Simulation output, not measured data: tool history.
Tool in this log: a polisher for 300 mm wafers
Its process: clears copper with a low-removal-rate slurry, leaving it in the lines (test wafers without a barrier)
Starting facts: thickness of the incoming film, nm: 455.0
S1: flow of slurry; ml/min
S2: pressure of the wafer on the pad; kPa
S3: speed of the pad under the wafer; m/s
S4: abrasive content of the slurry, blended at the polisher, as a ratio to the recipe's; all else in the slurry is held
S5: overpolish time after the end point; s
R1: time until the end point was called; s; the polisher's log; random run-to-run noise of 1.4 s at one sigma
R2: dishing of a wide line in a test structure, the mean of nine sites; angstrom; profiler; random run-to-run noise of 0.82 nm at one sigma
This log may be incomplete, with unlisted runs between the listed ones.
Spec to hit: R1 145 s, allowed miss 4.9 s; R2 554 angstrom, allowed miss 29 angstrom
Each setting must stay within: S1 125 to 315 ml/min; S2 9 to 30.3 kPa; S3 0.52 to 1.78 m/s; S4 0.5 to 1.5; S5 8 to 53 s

run 1 hour=0 | S1=205 S2=19.3 S3=1.14 S4=1 S5=27 | R1=120.27 R2=499.49
run 2 hour=3.5 | S1=200 S2=18.6 S3=1.14 S4=1 S5=29 | R1=121.45 R2=510.91
run 3 hour=12.1 | S1=200 S2=17.9 S3=1.14 S4=1 S5=31 | R1=125.3 R2=519.18
run 4 hour=16.4 | S1=200 S2=17.2 S3=1.14 S4=1 S5=33 | R1=128.58 R2=537.02
run 5 hour=23.7 | S1=200 S2=16.5 S3=1.14 S4=1 S5=34 | R1=128.71 R2=538.86
run 6 hour=32.3 | S1=200 S2=16.5 S3=1.14 S4=1 S5=41 | R1=131.35 R2=608.65
run 7 hour=35.5 | S1=200 S2=15.9 S3=1.14 S4=1 S5=41 | R1=134.24 R2=590.67
run 8 hour=40.1 | S1=200 S2=15.2 S3=1.14 S4=1 S5=41 | R1=139.82 R2=581.08

Of the 4 settings listed for the next run, only one would bring every result within its allowed miss of target. Which one?
run A hour=44.7 | S1=210 S2=16.5 S3=0.84 S4=1.1 S5=52 | R1=? R2=?
run B hour=44.7 | S1=190 S2=11.7 S3=1.36 S4=0.9 S5=41 | R1=? R2=?
run C hour=44.7 | S1=205 S2=15.9 S3=1.1 S4=1.05 S5=43 | R1=? R2=?
run D hour=44.7 | S1=180 S2=15.9 S3=1.04 S4=0.75 S5=53 | R1=? R2=?

move=A R1=158.29 R2=621.34
move=B R1=147.33 R2=556.59
move=C R1=138.67 R2=601.04
move=D R1=159.92 R2=622.54
A: moves the result that the last run missed by most past its target, out the other side
B: each result inside its tolerance
C: its largest miss is bigger than the last run's
D: moves the result that the last run missed by most past its target, out the other side
B meets every target.
